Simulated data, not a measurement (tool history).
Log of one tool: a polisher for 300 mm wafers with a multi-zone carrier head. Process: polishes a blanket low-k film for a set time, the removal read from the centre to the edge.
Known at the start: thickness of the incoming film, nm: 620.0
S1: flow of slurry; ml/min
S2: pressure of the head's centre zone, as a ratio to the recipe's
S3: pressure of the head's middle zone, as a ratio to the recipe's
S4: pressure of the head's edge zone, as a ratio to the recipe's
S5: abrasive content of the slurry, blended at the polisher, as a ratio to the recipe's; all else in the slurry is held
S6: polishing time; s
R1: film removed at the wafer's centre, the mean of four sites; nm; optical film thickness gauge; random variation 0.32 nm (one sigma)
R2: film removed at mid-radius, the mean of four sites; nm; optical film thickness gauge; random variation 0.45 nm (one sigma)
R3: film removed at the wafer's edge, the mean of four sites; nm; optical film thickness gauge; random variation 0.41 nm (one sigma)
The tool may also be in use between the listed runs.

| run | hour | S1 | S2 | S3 | S4 | S5 | S6 | R1 | R2 | R3 |
|---|---|---|---|---|---|---|---|---|---|---|
| 1 | 0.0 | 120 | 1.00 | 1.00 | 1.00 | 1.00 | 49 | 32.602 | 32.076 | 32.423 |
| 2 | 8.5 | 115 | 0.98 | 1.00 | 1.00 | 1.00 | 49 | 31.913 | 31.902 | 31.562 |
| 3 | 9.9 | 115 | 0.98 | 1.00 | 1.00 | 0.80 | 49 | 27.063 | 27.545 | 27.285 |
| 4 | 14.7 | 115 | 0.96 | 1.01 | 1.02 | 0.80 | 49 | 26.390 | 27.746 | 26.841 |
| 5 | 19.7 | 115 | 0.94 | 1.00 | 1.05 | 0.85 | 49 | 27.482 | 29.005 | 29.333 |
| 6 | 21.4 | 115 | 0.94 | 1.00 | 0.97 | 0.85 | 49 | 27.231 | 28.334 | 27.821 |
| 7 | 28.4 | 115 | 0.92 | 1.00 | 0.99 | 0.85 | 49 | 27.433 | 29.052 | 28.393 |
| 8 | 30.1 | 115 | 0.90 | 1.00 | 1.01 | 0.85 | 49 | 26.420 | 28.984 | 28.119 |

Run 9 comes next. What will it give?
| 9 | 32.9 | 115 | 0.89 | 1.00 | 1.03 | 0.85 | 49 | ? | ? | ? |

Run 9 gave R1 26.064 nm, R2 29.319 nm, R3 28.905 nm.
